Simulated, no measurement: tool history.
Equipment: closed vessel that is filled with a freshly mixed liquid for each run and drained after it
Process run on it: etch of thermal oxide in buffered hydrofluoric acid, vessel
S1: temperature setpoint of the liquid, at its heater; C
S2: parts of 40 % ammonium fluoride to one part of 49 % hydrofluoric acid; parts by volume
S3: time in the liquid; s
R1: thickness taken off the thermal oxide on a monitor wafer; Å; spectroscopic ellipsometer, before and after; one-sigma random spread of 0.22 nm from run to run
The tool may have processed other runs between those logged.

run  hour    S1    S2   S3      R1
  1     0    21  13.5  105  788.37
  2   4.6    20  14.5  105  687.15
  3   7.6    19  15.5  105  611.28
  4  12.6  18.5    16  105  580.92
  5    20    20    16  105  624.87
  6  24.5    20    16  110  655.65
  7  33.5    19  16.5  110  600.74

For run 8, what comes out?
  8    38  18.5  17  110   ?

R1: 569.13 Å
